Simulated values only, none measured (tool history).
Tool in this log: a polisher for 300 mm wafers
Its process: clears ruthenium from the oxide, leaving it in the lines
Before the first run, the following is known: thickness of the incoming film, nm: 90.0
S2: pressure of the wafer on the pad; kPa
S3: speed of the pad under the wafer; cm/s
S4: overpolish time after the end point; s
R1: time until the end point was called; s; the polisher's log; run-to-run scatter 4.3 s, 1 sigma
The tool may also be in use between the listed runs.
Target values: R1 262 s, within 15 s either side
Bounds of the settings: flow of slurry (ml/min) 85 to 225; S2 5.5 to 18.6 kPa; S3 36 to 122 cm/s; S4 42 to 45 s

run 1 hour=0 | flow_of_slurry_(ml/min)=145 S2=11.7 S3=78 S4=42 | R1=145.86
run 2 hour=5.6 | flow_of_slurry_(ml/min)=145 S2=13.1 S3=78 S4=42 | R1=129.32
run 3 hour=11.1 | flow_of_slurry_(ml/min)=145 S2=13.1 S3=78 S4=45 | R1=134.21
run 4 hour=18.8 | flow_of_slurry_(ml/min)=145 S2=13.1 S3=96 S4=45 | R1=112.03
run 5 hour=23.1 | flow_of_slurry_(ml/min)=145 S2=11.7 S3=96 S4=45 | R1=120.18
run 6 hour=32.1 | flow_of_slurry_(ml/min)=145 S2=11 S3=92 S4=45 | R1=129.64
run 7 hour=40.9 | flow_of_slurry_(ml/min)=145 S2=10.3 S3=86 S4=45 | R1=148.47
run 8 hour=43.5 | flow_of_slurry_(ml/min)=145 S2=10.3 S3=86 S4=45 | R1=150.54
run 9 hour=44.5 | flow_of_slurry_(ml/min)=145 S2=9.7 S3=84 S4=45 | R1=163.13
run 10 hour=51.9 | flow_of_slurry_(ml/min)=145 S2=9 S3=82 S4=45 | R1=171.33
run 11 hour=59.7 | flow_of_slurry_(ml/min)=145 S2=8.3 S3=80 S4=45 | R1=192.65
run 12 hour=61.5 | flow_of_slurry_(ml/min)=145 S2=7.6 S3=80 S4=45 | R1=203.74
run 13 hour=63.3 | flow_of_slurry_(ml/min)=140 S2=5.5 S3=74 S4=45 | R1=287.05
run 14 hour=64.5 | flow_of_slurry_(ml/min)=150 S2=5.5 S3=74 S4=45 | R1=283.49

Pick the move, out of 4, that brings all results within their allowed miss; only one does.
run A hour=65.7 | flow_of_slurry_(ml/min)=185 S2=6.2 S3=70 S4=42 | R1=?
run B hour=65.7 | flow_of_slurry_(ml/min)=150 S2=5.5 S3=68 S4=42 | R1=?
run C hour=65.7 | flow_of_slurry_(ml/min)=145 S2=5.5 S3=68 S4=45 | R1=?
run D hour=65.7 | flow_of_slurry_(ml/min)=120 S2=7.6 S3=54 S4=42 | R1=?

move=A R1=262.08
move=B R1=305.09
move=C R1=307
move=D R1=310.42
A: every result lands within tolerance
B: lands further from the targets than the last run did
C: lands further from the targets than the last run did
D: lands further from the targets than the last run did
So the answer is move A, the one that meets all the targets.
